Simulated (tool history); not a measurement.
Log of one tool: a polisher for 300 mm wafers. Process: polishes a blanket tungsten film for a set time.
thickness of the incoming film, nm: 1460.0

run	hour	flow of slurry (ml/min)	pressure of the wafer on the pad (kPa)	speed of the pad under the wafer (m/s)	abrasive content of the slurry	polishing time (s)	film removed (nm)
1	0	145	17.2	1.06	1	50	136.4
2	0.8	145	17.2	1.06	1.05	50	140.72
3	2.9	145	17.2	1.06	0.95	50	137.46
4	10.4	140	14.5	1	0.95	50	111.29
5	17.3	135	12.4	0.94	0.95	50	91.752
6	25.5	135	12.4	0.94	0.95	50	91.794
# hour 34.5: slurry blender recalibrated
7	34.5	130	11	0.9	0.95	50	89.464
8	42.1	135	10.3	0.82	0.95	50	77.795
9	44.3	135	9.7	0.78	0.95	50	71.705
10	51.4	135	9	0.76	0.95	50	65.723
11	58.4	135	9	0.76	0.95	50	66.388
12	63.5	115	7.6	0.76	0.95	50	58.601
13	67.3	120	7.6	0.76	0.95	50	56.921

Run 14 comes next. What will it give?
14	73	125	7.6	0.76	0.95	50	?

film removed (nm): 57.619
